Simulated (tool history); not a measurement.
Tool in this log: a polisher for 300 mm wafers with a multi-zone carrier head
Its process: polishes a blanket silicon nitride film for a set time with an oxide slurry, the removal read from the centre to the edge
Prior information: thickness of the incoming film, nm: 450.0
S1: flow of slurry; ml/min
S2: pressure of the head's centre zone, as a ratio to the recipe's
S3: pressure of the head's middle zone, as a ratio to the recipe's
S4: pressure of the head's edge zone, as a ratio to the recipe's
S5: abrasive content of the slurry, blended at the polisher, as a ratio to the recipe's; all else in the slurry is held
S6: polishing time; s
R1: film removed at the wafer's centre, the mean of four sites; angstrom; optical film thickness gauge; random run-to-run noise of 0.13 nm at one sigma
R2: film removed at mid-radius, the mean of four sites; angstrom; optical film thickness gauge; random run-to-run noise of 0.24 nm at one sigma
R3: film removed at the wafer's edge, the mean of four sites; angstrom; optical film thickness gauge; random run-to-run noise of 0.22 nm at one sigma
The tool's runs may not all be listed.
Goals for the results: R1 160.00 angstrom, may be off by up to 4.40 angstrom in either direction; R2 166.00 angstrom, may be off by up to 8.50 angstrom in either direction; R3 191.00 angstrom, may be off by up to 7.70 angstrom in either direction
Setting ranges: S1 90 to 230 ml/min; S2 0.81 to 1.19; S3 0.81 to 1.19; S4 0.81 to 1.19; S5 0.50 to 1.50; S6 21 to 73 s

run,hour,S1,S2,S3,S4,S5,S6,R1,R2,R3
1,0.0,150,1.00,1.00,1.00,1.00,47,244.61,239.69,241.04
2,1.1,140,0.96,0.96,0.99,0.90,47,210.50,211.98,218.64
3,5.6,140,0.96,0.96,0.99,0.75,47,183.42,184.99,185.33
4,6.9,130,0.94,0.94,1.01,0.75,47,175.64,174.51,187.34
5,8.6,105,0.94,0.94,1.01,0.75,47,162.88,166.47,180.83
6,15.7,90,0.94,0.94,1.01,0.75,47,153.44,153.48,169.98
7,17.3,95,0.93,0.94,1.03,0.75,47,153.31,160.55,173.78
8,25.2,110,0.93,0.86,1.13,0.80,47,177.38,166.43,200.69
9,29.7,105,0.92,0.88,1.13,0.80,47,167.85,167.46,200.06

Which single option among these 4 for the next run brings every result within its allowed miss of target? Just one does.
A,34.2,140,1.00,0.87,1.03,0.70,47,?,?,?
B,34.2,140,0.89,0.92,1.15,0.70,48,?,?,?
C,34.2,120,0.94,0.84,1.12,0.70,53,?,?,?
D,34.2,105,0.96,0.91,1.08,0.80,49,?,?,?

move,R1,R2,R3
A,175.69,151.71,176.47
B,159.60,162.35,190.38
C,178.15,159.96,202.04
D,184.71,174.36,204.72
A: moves away from the targets compared with the last run
B: hits every target within its allowed miss
C: moves away from the targets compared with the last run
D: moves away from the targets compared with the last run
Go with B: it meets all targets.

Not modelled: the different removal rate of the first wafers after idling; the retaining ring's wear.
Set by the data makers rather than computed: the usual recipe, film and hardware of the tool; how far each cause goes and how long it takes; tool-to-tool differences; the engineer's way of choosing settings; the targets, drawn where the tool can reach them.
